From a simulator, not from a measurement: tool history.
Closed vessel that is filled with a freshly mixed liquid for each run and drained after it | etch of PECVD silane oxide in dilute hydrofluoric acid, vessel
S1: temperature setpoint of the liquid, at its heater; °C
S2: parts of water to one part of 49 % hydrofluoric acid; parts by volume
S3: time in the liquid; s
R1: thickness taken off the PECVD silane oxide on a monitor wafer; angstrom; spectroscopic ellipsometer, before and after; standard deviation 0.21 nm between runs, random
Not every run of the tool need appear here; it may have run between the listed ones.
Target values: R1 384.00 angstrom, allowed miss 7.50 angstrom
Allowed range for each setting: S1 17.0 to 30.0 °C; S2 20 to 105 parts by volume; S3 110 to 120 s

| run | hour | S1 | S2 | S3 | R1 |
|---|---|---|---|---|---|
| 1 | 0.0 | 22.0 | 55 | 110 | 760.78 |
| 2 | 6.1 | 22.0 | 55 | 110 | 758.04 |
| 3 | 9.0 | 21.0 | 60 | 110 | 659.62 |
| 4 | 12.0 | 21.0 | 50 | 110 | 810.08 |
| 5 | 20.4 | 21.0 | 50 | 110 | 797.86 |
| 6 | 29.1 | 21.0 | 70 | 110 | 559.39 |
| 7 | 35.3 | 20.0 | 75 | 110 | 501.50 |
| 8 | 41.8 | 19.5 | 75 | 110 | 487.58 |
| 9 | 46.0 | 19.0 | 75 | 110 | 483.24 |
| 10 | 49.9 | 18.5 | 75 | 110 | 471.76 |
| 11 | 52.4 | 18.5 | 75 | 110 | 469.48 |

Which of these 4 next moves meets every target?
| A | 54.9 | 17.0 | 85 | 110 | ? |
| B | 54.9 | 18.5 | 60 | 115 | ? |
| C | 54.9 | 18.5 | 65 | 115 | ? |
| D | 54.9 | 17.0 | 95 | 115 | ? |

| move | R1 |
|---|---|
| A | 384.01 |
| B | 623.25 |
| C | 572.03 |
| D | 355.43 |
A: every result lands within tolerance
B: moves away from the targets compared with the last run
C: moves away from the targets compared with the last run
D: the result that was furthest off in the last run now lies on the other side of its target
A meets every target.
